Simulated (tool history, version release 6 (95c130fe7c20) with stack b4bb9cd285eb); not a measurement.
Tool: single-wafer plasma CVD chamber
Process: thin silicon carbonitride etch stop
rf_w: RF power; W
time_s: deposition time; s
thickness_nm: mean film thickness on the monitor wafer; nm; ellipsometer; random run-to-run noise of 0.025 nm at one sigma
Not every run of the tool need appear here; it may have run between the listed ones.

| run | hour | rf_w | time_s | thickness_nm |
|---|---|---|---|---|
| 1 | 0.0 | 210 | 21.8 | 11.963 |
| 2 | 0.5 | 210 | 23.8 | 13.082 |
| 3 | 8.8 | 200 | 23.8 | 12.823 |
| 4 | 17.0 | 195 | 23.7 | 12.676 |
| 5 | 24.2 | 195 | 21.8 | 11.633 |
| 6 | 26.6 | 210 | 21.8 | 11.932 |

Run 7 is up next; what results do you expect?
| 7 | 33.9 | 205 | 21.8 | ? |

{"run 7": {"thickness_nm": 11.875}}

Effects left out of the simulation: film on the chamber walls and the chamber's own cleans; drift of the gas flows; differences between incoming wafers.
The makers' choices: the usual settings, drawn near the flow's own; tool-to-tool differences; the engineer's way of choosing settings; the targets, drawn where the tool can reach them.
